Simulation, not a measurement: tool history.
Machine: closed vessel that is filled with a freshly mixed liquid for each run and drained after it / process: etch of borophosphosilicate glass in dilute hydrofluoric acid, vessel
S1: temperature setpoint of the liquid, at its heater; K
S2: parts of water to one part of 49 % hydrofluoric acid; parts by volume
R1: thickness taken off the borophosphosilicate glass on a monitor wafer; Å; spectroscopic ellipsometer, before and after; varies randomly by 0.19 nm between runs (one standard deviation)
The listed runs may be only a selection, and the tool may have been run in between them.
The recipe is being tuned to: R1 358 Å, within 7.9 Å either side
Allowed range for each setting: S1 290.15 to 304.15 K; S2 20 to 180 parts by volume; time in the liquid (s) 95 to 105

Run 1, hour 0: S1 296.15 K, S2 100 parts by volume, time in the liquid (s) 95. Result: R1 723.94 Å.
Run 2, hour 1.8: S1 296.15 K, S2 100 parts by volume, time in the liquid (s) 105. Result: R1 792.75 Å.
Run 3, hour 9.9: S1 296.15 K, S2 110 parts by volume, time in the liquid (s) 105. Result: R1 722.11 Å.
Run 4, hour 16.9: S1 294.65 K, S2 120 parts by volume, time in the liquid (s) 105. Result: R1 612.12 Å.
Run 5, hour 25.2: S1 294.65 K, S2 120 parts by volume, time in the liquid (s) 95. Result: R1 559.61 Å.
Run 6, hour 31.8: S1 294.65 K, S2 135 parts by volume, time in the liquid (s) 95. Result: R1 483.35 Å.
Run 7, hour 32.5: S1 293.65 K, S2 140 parts by volume, time in the liquid (s) 95. Result: R1 446.95 Å.
Run 8, hour 39.2: S1 292.65 K, S2 145 parts by volume, time in the liquid (s) 95. Result: R1 411.99 Å.
Run 9, hour 44.3: S1 292.15 K, S2 145 parts by volume, time in the liquid (s) 95. Result: R1 400.46 Å.

Which single option among these 5 for the next run brings every result within its allowed miss of target? Just one does.
Run A, hour 49.4: S1 292.65 K, S2 135 parts by volume, time in the liquid (s) 95. Result: R1 ?.
Run B, hour 49.4: S1 290.15 K, S2 150 parts by volume, time in the liquid (s) 95. Result: R1 ?.
Run C, hour 49.4: S1 290.65 K, S2 135 parts by volume, time in the liquid (s) 100. Result: R1 ?.
Run D, hour 49.4: S1 292.65 K, S2 135 parts by volume, time in the liquid (s) 100. Result: R1 ?.
Run E, hour 49.4: S1 291.65 K, S2 135 parts by volume, time in the liquid (s) 100. Result: R1 ?.

move      R1
   A  444.39
   B  355.86
   C  431.16
   D  467.78
   E  449.19
A: further off than the last run
B: all results in spec
C: further off than the last run
D: further off than the last run
E: further off than the last run
Answer: B

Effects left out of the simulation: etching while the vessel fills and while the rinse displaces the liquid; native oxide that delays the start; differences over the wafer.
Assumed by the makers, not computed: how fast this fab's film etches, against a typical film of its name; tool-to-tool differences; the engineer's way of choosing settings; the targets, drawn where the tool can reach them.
